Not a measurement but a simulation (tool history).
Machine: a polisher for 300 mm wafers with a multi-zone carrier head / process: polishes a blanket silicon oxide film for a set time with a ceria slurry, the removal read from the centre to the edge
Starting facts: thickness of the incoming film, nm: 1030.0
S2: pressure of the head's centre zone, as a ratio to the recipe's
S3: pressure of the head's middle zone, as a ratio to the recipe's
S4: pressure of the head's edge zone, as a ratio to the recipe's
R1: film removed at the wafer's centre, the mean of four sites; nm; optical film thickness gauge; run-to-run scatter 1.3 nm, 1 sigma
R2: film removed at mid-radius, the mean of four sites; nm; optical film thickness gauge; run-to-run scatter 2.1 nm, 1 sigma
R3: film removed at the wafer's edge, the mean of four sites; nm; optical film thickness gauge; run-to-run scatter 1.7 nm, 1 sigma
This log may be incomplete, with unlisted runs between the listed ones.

run 1 day=0.000 | flow_of_slurry_(ml/min)=175 S2=1.00 S3=1.00 S4=1.00 polishing_time_(s)=43 | R1=215.09 R2=219.77 R3=207.11
run 2 day=0.267 | flow_of_slurry_(ml/min)=165 S2=0.96 S3=0.99 S4=0.99 polishing_time_(s)=42 | R1=194.84 R2=209.86 R3=201.94
run 3 day=0.433 | flow_of_slurry_(ml/min)=160 S2=0.94 S3=0.98 S4=0.97 polishing_time_(s)=41 | R1=189.67 R2=203.70 R3=193.58
run 4 day=0.762 | flow_of_slurry_(ml/min)=160 S2=1.01 S3=0.98 S4=0.97 polishing_time_(s)=41 | R1=201.20 R2=200.85 R3=193.25
-- day=1.050 edge zone pressure recalibrated
run 5 day=1.050 | flow_of_slurry_(ml/min)=160 S2=1.01 S3=0.98 S4=1.05 polishing_time_(s)=41 | R1=200.58 R2=203.22 R3=208.56
run 6 day=1.212 | flow_of_slurry_(ml/min)=155 S2=0.97 S3=0.97 S4=1.03 polishing_time_(s)=40 | R1=189.36 R2=192.49 R3=201.66
run 7 day=1.283 | flow_of_slurry_(ml/min)=125 S2=0.87 S3=1.07 S4=0.94 polishing_time_(s)=34 | R1=138.91 R2=169.81 R3=160.37
run 8 day=1.558 | flow_of_slurry_(ml/min)=130 S2=0.87 S3=1.07 S4=0.95 polishing_time_(s)=34 | R1=135.56 R2=169.49 R3=161.35

The next listed run, before its measurement:
run 9 day=1.788 | flow_of_slurry_(ml/min)=135 S2=0.88 S3=1.07 S4=0.96 polishing_time_(s)=34 | R1=? R2=? R3=?

For run 9 the tool returned R1 141.23 nm, R2 174.19 nm, R3 161.24 nm.

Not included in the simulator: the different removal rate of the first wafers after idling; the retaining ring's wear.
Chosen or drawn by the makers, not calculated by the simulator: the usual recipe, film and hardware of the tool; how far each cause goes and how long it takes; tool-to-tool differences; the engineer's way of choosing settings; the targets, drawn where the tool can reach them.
